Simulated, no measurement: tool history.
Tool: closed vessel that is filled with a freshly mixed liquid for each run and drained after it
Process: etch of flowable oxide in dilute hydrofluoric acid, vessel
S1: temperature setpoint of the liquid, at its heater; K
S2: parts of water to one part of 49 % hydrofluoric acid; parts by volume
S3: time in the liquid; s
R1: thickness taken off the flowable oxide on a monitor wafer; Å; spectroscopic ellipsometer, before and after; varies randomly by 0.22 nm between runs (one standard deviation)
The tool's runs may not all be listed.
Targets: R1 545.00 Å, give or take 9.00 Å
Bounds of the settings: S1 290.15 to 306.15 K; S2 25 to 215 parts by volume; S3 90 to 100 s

Run 1, day 0.000: S1 298.15 K, S2 120 parts by volume, S3 90 s. Result: R1 315.78 Å.
Run 2, day 0.304: S1 298.15 K, S2 155 parts by volume, S3 90 s. Result: R1 234.28 Å.
Run 3, day 0.542: S1 300.65 K, S2 135 parts by volume, S3 90 s. Result: R1 302.97 Å.
Run 4, day 0.583: S1 300.65 K, S2 135 parts by volume, S3 90 s. Result: R1 302.06 Å.
Run 5, day 0.950: S1 300.65 K, S2 135 parts by volume, S3 90 s. Result: R1 303.17 Å.
Run 6, day 0.983: S1 300.65 K, S2 135 parts by volume, S3 100 s. Result: R1 336.89 Å.
Run 7, day 1.350: S1 302.65 K, S2 125 parts by volume, S3 100 s. Result: R1 397.84 Å.
Run 8, day 1.429: S1 303.65 K, S2 115 parts by volume, S3 100 s. Result: R1 453.07 Å.
Run 9, day 1.804: S1 304.65 K, S2 110 parts by volume, S3 100 s. Result: R1 494.93 Å.
Run 10, day 2.012: S1 305.15 K, S2 110 parts by volume, S3 100 s. Result: R1 504.74 Å.
Run 11, day 2.067: S1 305.65 K, S2 110 parts by volume, S3 100 s. Result: R1 513.58 Å.
Run 12, day 2.392: S1 305.65 K, S2 110 parts by volume, S3 100 s. Result: R1 511.14 Å.

4 next moves are on the table. One of them brings every result within its allowed miss. Which?
Run A, day 2.717: S1 306.15 K, S2 105 parts by volume, S3 95 s. Result: R1 ?.
Run B, day 2.717: S1 305.65 K, S2 95 parts by volume, S3 95 s. Result: R1 ?.
Run C, day 2.717: S1 303.65 K, S2 105 parts by volume, S3 95 s. Result: R1 ?.
Run D, day 2.717: S1 305.65 K, S2 95 parts by volume, S3 90 s. Result: R1 ?.

move      R1
   A  524.18
   B  577.49
   C  478.20
   D  547.10
A: gains on the last run, yet a result remains outside its allowed miss
B: the result that was furthest off in the last run now lies on the other side of its target
C: misses by more than the last run did
D: every result within its allowed miss
Correct choice: D, which meets every target
